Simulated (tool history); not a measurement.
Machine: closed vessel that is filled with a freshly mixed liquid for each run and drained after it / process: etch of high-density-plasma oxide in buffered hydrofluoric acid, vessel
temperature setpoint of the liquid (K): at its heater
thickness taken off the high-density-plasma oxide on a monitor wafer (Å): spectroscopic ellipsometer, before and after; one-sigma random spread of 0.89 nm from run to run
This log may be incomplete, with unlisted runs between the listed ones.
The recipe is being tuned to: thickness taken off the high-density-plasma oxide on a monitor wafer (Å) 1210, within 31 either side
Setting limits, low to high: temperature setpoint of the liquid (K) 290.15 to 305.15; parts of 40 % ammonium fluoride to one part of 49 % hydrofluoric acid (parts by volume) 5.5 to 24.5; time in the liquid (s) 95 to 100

run,hour,temperature setpoint of the liquid (K),parts of 40 % ammonium fluoride to one part of 49 % hydrofluoric acid (parts by volume),time in the liquid (s),thickness taken off the high-density-plasma oxide on a monitor wafer (Å)
1,0,298.15,15,95,892.8
2,5.6,299.65,15,95,974.82
3,11.7,300.65,15,95,1018.3
4,16.9,300.65,17,95,920.88
5,23.8,303.15,17,95,1027.3
# hour 27.6: thermometer replaced
6,27.6,303.15,19,95,1046.9
7,34.5,303.65,18.5,95,1099.7
8,39.6,304.15,18.5,95,1131.8
9,48.8,304.65,18.5,95,1166.3

Exercise: of the 4 proposed moves below, exactly one satisfies all targets within the stated allowed misses. Which move is it?
A,58,305.15,21,100,?
B,58,305.15,19.5,95,?
C,58,305.15,18,95,?
D,58,304.15,16.5,95,?

move,thickness taken off the high-density-plasma oxide on a monitor wafer (Å)
A,1113
B,1120.6
C,1212.2
D,1253
A: misses by more than the last run did
B: misses by more than the last run did
C: every result within its allowed miss
D: takes the biggest miss from the last run beyond its target
C is the move that brings every result within its allowed miss.
